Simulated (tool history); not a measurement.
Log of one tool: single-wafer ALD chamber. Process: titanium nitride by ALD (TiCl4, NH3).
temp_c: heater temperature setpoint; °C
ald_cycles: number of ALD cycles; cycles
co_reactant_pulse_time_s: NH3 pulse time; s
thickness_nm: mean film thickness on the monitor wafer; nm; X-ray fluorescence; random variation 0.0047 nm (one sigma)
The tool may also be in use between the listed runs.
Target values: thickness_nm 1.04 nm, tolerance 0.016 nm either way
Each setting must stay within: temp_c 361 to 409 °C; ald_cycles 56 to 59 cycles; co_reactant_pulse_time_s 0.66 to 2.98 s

run	hour	temp_c	ald_cycles	co_reactant_pulse_time_s	thickness_nm
1	0	385	59	1.82	1.2468
2	2.4	395	59	1.82	1.2613
3	3.5	389	58	1.62	1.2206
4	8.2	384	58	1.45	1.1994
5	14.9	389	58	1.45	1.2056
6	22.4	384	58	1.31	1.1867
7	27.5	384	58	1.31	1.1869
8	28.4	380	58	1.2	1.1742
9	31.9	368	56	0.66	0.91822
10	41	371	56	0.66	0.92948
11	42	374	56	0.66	0.94846
12	48.6	374	56	0.66	0.9551
13	55.4	386	59	1.24	1.2111
14	64	374	58	1.24	1.1655
15	66.6	374	58	1.2	1.1504
16	67.5	374	58	1.16	1.1516
17	69.9	376	58	1.14	1.1519
18	77.2	377	58	1.12	1.1505
19	83.4	377	58	1.09	1.1472
20	90.6	377	58	1.06	1.1435
21	93.9	377	58	1.04	1.1324
22	97.4	365	56	0.66	0.90072
# hour 104: thermocouple changed; heater temperature recalibrated
23	104	377	57	0.66	0.95822
24	111.2	377	57	0.68	0.97617
25	114.1	377	57	0.69	0.97795
26	122.5	388	59	1.27	1.2117
27	127.8	387	58	1.21	1.1803
28	134	384	58	1.19	1.1717
29	142.7	382	58	1.16	1.1563
30	144.5	381	58	1.13	1.1379

Which one of the following 4 next-run settings gets every result inside its allowed miss? There is exactly one.
A	146.3	369	59	0.75	?
B	146.3	381	57	0.91	?
C	146.3	363	58	0.96	?
D	146.3	392	57	1.49	?

move	thickness_nm
A	1.0101
B	1.089
C	1.0467
D	1.1871
A: moves the result that the last run missed by most past its target, out the other side
B: an improvement on the last run, though not all results are within tolerance
C: every result within its allowed miss
D: its largest miss is bigger than the last run's
C is the move that brings every result within its allowed miss.
